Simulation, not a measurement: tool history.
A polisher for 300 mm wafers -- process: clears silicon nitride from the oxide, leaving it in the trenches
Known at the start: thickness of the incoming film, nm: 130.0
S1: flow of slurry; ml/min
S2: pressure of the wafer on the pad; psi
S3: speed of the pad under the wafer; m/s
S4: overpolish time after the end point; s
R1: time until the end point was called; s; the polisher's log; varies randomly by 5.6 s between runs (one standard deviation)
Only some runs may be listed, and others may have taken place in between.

| run | hour | S1 | S2 | S3 | S4 | R1 |
|---|---|---|---|---|---|---|
| 1 | 0.0 | 125 | 2.9 | 1.12 | 8 | 145.52 |
| 2 | 0.8 | 125 | 2.9 | 1.12 | 7 | 142.17 |
| 3 | 8.6 | 125 | 2.4 | 1.06 | 7 | 179.85 |
| 4 | 14.3 | 125 | 2.0 | 1.04 | 7 | 205.10 |
| 5 | 15.5 | 125 | 2.0 | 0.94 | 7 | 219.81 |
| 6 | 19.2 | 125 | 2.4 | 0.94 | 7 | 200.40 |

For run 7, what comes out?
| 7 | 23.6 | 120 | 1.6 | 0.84 | 7 | ? |

Run 7 produced R1 303.55 s.
